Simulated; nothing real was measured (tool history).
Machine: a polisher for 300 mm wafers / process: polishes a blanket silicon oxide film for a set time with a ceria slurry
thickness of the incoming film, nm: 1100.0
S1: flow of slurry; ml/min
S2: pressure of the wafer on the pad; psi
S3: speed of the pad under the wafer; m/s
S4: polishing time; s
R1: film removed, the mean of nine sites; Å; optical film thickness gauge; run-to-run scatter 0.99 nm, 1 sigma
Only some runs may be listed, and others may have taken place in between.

run  hour   S1   S2    S3  S4      R1
  1   0.0  140  2.7  1.04  64  2368.2
  2   3.1  130  2.4  1.04  64  2108.7
  3   6.2  105  2.4  1.04  64  2018.3
  4   9.1  100  2.2  1.04  64  1817.6
  5  12.2   95  2.1  1.04  64  1749.7
  6  18.3   95  2.1  1.04  64  1746.9
  7  26.9   90  1.8  1.04  64  1483.2
  8  34.9  100  1.8  1.04  64  1524.9

Run 9 has not been measured yet. What should we expect?
  9  43.1  105  1.8  1.04  64   ?

R1: 1528.8 Å

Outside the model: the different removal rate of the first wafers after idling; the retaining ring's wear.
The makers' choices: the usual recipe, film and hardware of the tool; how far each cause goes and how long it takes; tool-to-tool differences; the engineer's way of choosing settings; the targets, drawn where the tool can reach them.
